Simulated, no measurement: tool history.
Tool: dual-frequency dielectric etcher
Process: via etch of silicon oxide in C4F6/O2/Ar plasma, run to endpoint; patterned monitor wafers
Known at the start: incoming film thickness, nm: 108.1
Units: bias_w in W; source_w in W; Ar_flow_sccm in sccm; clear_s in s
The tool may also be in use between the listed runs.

| run | hour | bias_w | source_w | Ar_flow_sccm | clear_s |
|---|---|---|---|---|---|
| 1 | 0.0 | 446 | 310 | 419 | 32.146 |
| 2 | 2.3 | 507 | 310 | 419 | 30.442 |
| 3 | 5.3 | 471 | 300 | 421 | 31.799 |
| 4 | 8.9 | 471 | 300 | 385 | 31.690 |
| 5 | 17.7 | 471 | 320 | 385 | 30.986 |
| 6 | 22.3 | 471 | 320 | 348 | 30.521 |
| 7 | 29.7 | 440 | 310 | 351 | 31.493 |

The next listed run, before its measurement:
| 8 | 33.4 | 350 | 250 | 382 | ? |

{"run 8": {"clear_s": 36.435}}
